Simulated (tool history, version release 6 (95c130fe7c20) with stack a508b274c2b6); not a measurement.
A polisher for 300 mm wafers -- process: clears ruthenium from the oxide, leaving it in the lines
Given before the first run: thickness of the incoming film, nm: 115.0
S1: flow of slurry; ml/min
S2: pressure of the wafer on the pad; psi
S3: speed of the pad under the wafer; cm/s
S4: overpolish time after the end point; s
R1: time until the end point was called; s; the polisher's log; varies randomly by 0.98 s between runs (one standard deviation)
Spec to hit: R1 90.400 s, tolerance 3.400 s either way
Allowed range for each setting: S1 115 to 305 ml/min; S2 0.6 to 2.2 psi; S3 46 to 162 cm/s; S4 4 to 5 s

{"run": 1, "hour": 0.0, "S1": 195, "S2": 1.4, "S3": 104, "S4": 5, "R1": 143.12}
{"run": 2, "hour": 6.6, "S1": 200, "S2": 1.6, "S3": 104, "S4": 5, "R1": 126.18}
{"run": 3, "hour": 10.7, "S1": 200, "S2": 1.6, "S3": 104, "S4": 4, "R1": 126.43}
{"run": 4, "hour": 14.9, "S1": 200, "S2": 1.4, "S3": 104, "S4": 4, "R1": 144.03}
{"run": 5, "hour": 22.8, "S1": 200, "S2": 1.7, "S3": 104, "S4": 4, "R1": 120.75}
{"run": 6, "hour": 31.2, "S1": 200, "S2": 1.7, "S3": 94, "S4": 4, "R1": 130.82}
{"run": 7, "hour": 38.9, "S1": 200, "S2": 1.9, "S3": 96, "S4": 4, "R1": 111.95}
{"run": 8, "hour": 47.5, "S1": 200, "S2": 2.0, "S3": 96, "S4": 4, "R1": 108.59}
{"run": 9, "hour": 48.5, "S1": 205, "S2": 2.1, "S3": 98, "S4": 4, "R1": 101.29}
{"run": 10, "hour": 50.8, "S1": 205, "S2": 2.1, "S3": 100, "S4": 4, "R1": 97.436}
{"run": 11, "hour": 54.2, "S1": 205, "S2": 2.2, "S3": 100, "S4": 4, "R1": 94.144}
{"hour": 61.5, "done": "worn pad replaced by a new one"}
{"run": 12, "hour": 61.5, "S1": 205, "S2": 2.2, "S3": 102, "S4": 4, "R1": 83.469}

Exactly one of the 5 candidate moves below puts every result within its allowed miss. Which one?
{"run": "A", "hour": 68.8, "S1": 230, "S2": 2.2, "S3": 78, "S4": 4, "R1": "?"}
{"run": "B", "hour": 68.8, "S1": 230, "S2": 2.1, "S3": 106, "S4": 4, "R1": "?"}
{"run": "C", "hour": 68.8, "S1": 225, "S2": 2.2, "S3": 92, "S4": 4, "R1": "?"}
{"run": "D", "hour": 68.8, "S1": 190, "S2": 2.2, "S3": 86, "S4": 4, "R1": "?"}
{"run": "E", "hour": 68.8, "S1": 175, "S2": 2.2, "S3": 82, "S4": 5, "R1": "?"}

move=A R1=99.657
move=B R1=83.367
move=C R1=88.783
move=D R1=95.480
move=E R1=100.110
A: pushes the last run's worst result past its target
B: roughly where the last run was
C: all results land within tolerance of their targets
D: pushes the last run's worst result past its target
E: pushes the last run's worst result past its target
Go with C: it meets all targets.

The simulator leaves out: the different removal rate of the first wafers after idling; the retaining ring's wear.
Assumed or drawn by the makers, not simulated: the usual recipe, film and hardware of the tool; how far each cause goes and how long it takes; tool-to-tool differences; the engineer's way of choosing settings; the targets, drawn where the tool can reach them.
